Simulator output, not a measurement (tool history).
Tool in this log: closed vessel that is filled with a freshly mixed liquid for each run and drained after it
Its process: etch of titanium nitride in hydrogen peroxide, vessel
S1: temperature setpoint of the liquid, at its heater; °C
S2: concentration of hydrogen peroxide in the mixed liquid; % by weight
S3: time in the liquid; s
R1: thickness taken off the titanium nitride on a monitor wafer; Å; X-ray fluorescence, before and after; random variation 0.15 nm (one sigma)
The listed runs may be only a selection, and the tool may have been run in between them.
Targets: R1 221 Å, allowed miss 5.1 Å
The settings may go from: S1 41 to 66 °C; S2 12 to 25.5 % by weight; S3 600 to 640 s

run,day,S1,S2,S3,R1
1,0,57,17.5,600,528
2,0.354,50,17.5,600,321.71
3,0.4,50,17.5,600,318.6
4,0.462,44.5,17.5,600,213.92
5,0.525,49,17.5,600,300.81
6,0.746,49,20,600,305.75
7,0.825,48.5,20,600,293.2
8,0.954,48,20,600,285.82
9,1.192,47.5,20,600,274.28
10,1.262,47,20,600,266.49
11,1.579,46.5,20,600,255.36

Of the 4 settings listed for the next run, only one would bring every result within its allowed miss of target. Which one?
A,1.896,49.5,19.5,620,?
B,1.896,48.5,20,640,?
C,1.896,43,20.5,600,?
D,1.896,44,25.5,600,?

move,R1
A,324.81
B,313.48
C,196.47
D,222.07
A: lands further from the targets than the last run did
B: lands further from the targets than the last run did
C: takes the biggest miss from the last run beyond its target
D: meets every target
The right move is D.
